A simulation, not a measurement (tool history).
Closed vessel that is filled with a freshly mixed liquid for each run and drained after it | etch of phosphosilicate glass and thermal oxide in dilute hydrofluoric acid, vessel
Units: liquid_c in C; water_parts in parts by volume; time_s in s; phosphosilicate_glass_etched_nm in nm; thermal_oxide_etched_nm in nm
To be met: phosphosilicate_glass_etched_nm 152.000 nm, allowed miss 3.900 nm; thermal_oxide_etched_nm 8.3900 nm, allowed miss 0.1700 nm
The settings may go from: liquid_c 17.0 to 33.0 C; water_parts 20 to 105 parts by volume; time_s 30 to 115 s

run	hour	liquid_c	water_parts	time_s	phosphosilicate_glass_etched_nm	thermal_oxide_etched_nm
1	0.0	25.0	55	60	111.470	6.1490
2	1.0	23.5	55	60	104.750	5.8397
3	2.7	26.0	55	60	116.580	6.3896
4	11.9	27.5	55	60	124.140	6.8180
5	14.0	24.0	55	60	107.140	5.9172
6	21.9	24.0	55	50	89.195	4.9624
7	28.2	26.5	50	50	109.220	6.0665
8	30.3	28.5	50	50	118.860	6.4837
9	37.6	29.5	50	50	123.090	6.8061
10	39.8	30.5	50	50	128.140	7.1377
11	41.1	31.0	50	50	128.830	7.2435
12	44.6	31.5	50	50	133.320	7.4116
13	52.7	32.0	50	50	138.160	7.5159
14	56.5	32.0	50	50	137.100	7.5396
15	65.0	32.5	50	50	138.050	7.6288
16	69.1	33.0	50	50	140.920	7.7962
17	70.6	33.0	45	50	157.690	8.7758
18	78.2	32.5	45	50	154.340	8.6196

4 next moves are on the table. One of them brings every result within its allowed miss. Which?
A	85.8	33.0	55	60	?	?
B	85.8	32.5	40	45	?	?
C	85.8	33.0	35	35	?	?
D	85.8	33.0	45	50	?	?

move	phosphosilicate_glass_etched_nm	thermal_oxide_etched_nm
A	153.160	8.4614
B	158.820	8.7740
C	145.160	8.0193
D	158.600	8.7617
A: meets every target
B: further off than the last run
C: takes the result that was furthest off past its target
D: further off than the last run
Answer: A

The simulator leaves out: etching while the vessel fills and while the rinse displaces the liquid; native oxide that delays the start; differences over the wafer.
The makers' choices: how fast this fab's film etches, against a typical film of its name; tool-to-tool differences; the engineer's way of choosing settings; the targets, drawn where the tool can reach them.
